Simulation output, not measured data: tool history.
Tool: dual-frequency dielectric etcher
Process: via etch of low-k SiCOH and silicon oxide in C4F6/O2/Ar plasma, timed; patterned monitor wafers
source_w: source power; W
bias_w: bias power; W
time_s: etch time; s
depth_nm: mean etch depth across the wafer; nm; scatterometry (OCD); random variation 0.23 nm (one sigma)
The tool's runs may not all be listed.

run	hour	source_w	bias_w	time_s	depth_nm
1	0.0	370	231	36.5	113.78
2	4.9	370	267	36.5	118.15
3	8.9	350	259	36.5	114.72
4	17.2	350	227	36.5	110.67
5	24.6	350	242	36.5	112.53
6	28.8	350	242	36.5	113.08

Expected results for the next run?
# hour 35.5: bias power generator calibrated
7	35.5	330	235	36.5	?

depth_nm: 108.24 nm

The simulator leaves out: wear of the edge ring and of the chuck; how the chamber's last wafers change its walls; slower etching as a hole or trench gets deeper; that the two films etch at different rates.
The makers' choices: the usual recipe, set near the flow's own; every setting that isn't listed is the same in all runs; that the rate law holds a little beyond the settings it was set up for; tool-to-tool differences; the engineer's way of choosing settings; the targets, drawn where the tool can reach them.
